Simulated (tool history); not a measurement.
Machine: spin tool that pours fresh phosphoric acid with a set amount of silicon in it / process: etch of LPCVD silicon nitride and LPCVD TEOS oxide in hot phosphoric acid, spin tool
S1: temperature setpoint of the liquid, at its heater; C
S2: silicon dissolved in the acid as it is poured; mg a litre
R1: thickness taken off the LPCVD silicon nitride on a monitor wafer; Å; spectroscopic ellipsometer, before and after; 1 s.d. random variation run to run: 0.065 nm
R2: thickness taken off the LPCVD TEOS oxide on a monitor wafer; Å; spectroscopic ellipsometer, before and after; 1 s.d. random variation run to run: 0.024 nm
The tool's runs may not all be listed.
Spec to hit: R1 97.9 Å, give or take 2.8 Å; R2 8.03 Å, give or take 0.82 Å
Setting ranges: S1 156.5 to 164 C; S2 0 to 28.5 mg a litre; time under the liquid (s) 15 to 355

Run 1, hour 0: S1 159 C, S2 12.5 mg a litre, time under the liquid (s) 180. Result: R1 141.63 Å, R2 8.7077 Å.
Run 2, hour 3.4: S1 159 C, S2 11.5 mg a litre, time under the liquid (s) 175. Result: R1 139.15 Å, R2 8.2592 Å.
Run 3, hour 10.5: S1 159 C, S2 4.5 mg a litre, time under the liquid (s) 175. Result: R1 138.8 Å, R2 9.6197 Å.
Run 4, hour 15.6: S1 159 C, S2 4 mg a litre, time under the liquid (s) 170. Result: R1 134.57 Å, R2 9.1755 Å.
Run 5, hour 20.8: S1 159 C, S2 4 mg a litre, time under the liquid (s) 230. Result: R1 182.95 Å, R2 12.91 Å.
Run 6, hour 28.6: S1 157 C, S2 4 mg a litre, time under the liquid (s) 230. Result: R1 170.71 Å, R2 11.084 Å.
Run 7, hour 34.2: S1 157 C, S2 4 mg a litre, time under the liquid (s) 230. Result: R1 171.65 Å, R2 11.147 Å.
Run 8, hour 38.8: S1 157.5 C, S2 3.5 mg a litre, time under the liquid (s) 215. Result: R1 160.51 Å, R2 11.164 Å.
Run 9, hour 42.3: S1 157.5 C, S2 3 mg a litre, time under the liquid (s) 205. Result: R1 154.17 Å, R2 10.619 Å.
Run 10, hour 45.3: S1 158 C, S2 2.5 mg a litre, time under the liquid (s) 195. Result: R1 149.5 Å, R2 10.424 Å.
Run 11, hour 47.4: S1 158.5 C, S2 2 mg a litre, time under the liquid (s) 185. Result: R1 143.44 Å, R2 10.595 Å.
Run 12, hour 54.2: S1 158.5 C, S2 2 mg a litre, time under the liquid (s) 175. Result: R1 137.75 Å, R2 10.203 Å.
Run 13, hour 57.5: S1 158.5 C, S2 2 mg a litre, time under the liquid (s) 175. Result: R1 136.81 Å, R2 9.8084 Å.
Run 14, hour 64.4: S1 158.5 C, S2 2 mg a litre, time under the liquid (s) 165. Result: R1 128.72 Å, R2 8.9955 Å.

Which of these 5 next moves meets every target?
Run A, hour 71.3: S1 157 C, S2 22.5 mg a litre, time under the liquid (s) 240. Result: R1 ?, R2 ?.
Run B, hour 71.3: S1 157 C, S2 12.5 mg a litre, time under the liquid (s) 240. Result: R1 ?, R2 ?.
Run C, hour 71.3: S1 159.5 C, S2 16 mg a litre, time under the liquid (s) 130. Result: R1 ?, R2 ?.
Run D, hour 71.3: S1 160 C, S2 0 mg a litre, time under the liquid (s) 120. Result: R1 ?, R2 ?.
Run E, hour 71.3: S1 160 C, S2 3 mg a litre, time under the liquid (s) 130. Result: R1 ?, R2 ?.

move      R1      R2
   A  178.25  7.7971
   B  178.25  10.196
   C  105.08  6.1088
   D  98.642  8.2528
   E  106.86  8.4528
A: moves away from the targets compared with the last run
B: moves away from the targets compared with the last run
C: nearer than the last run, and not there yet
D: in spec on every target
E: nearer than the last run, and not there yet
Move D is the one to make.

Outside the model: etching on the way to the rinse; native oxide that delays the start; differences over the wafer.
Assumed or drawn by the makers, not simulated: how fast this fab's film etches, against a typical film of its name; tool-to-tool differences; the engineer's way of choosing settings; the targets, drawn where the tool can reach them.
